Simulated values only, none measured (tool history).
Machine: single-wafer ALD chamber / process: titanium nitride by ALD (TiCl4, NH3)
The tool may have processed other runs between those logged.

| run | day | heater temperature setpoint (deg C) | number of ALD cycles (cycles) | NH3 pulse time (s) | mean film thickness on the monitor wafer (Å) |
|---|---|---|---|---|---|
| 1 | 0.000 | 390 | 56 | 3.15 | 13.284 |
| 2 | 0.229 | 383 | 55 | 2.60 | 12.770 |
| 3 | 0.450 | 383 | 53 | 2.60 | 12.267 |
| 4 | 0.750 | 380 | 53 | 2.32 | 12.165 |
| 5 | 1.029 | 380 | 53 | 2.32 | 12.134 |
| 6 | 1.379 | 380 | 53 | 2.67 | 12.318 |
| 7 | 1.721 | 378 | 53 | 2.32 | 12.096 |

Run 8 comes next. What will it give?
| 8 | 1.967 | 376 | 53 | 2.13 | ? |

Run 8 gave mean film thickness on the monitor wafer (Å) 12.067.
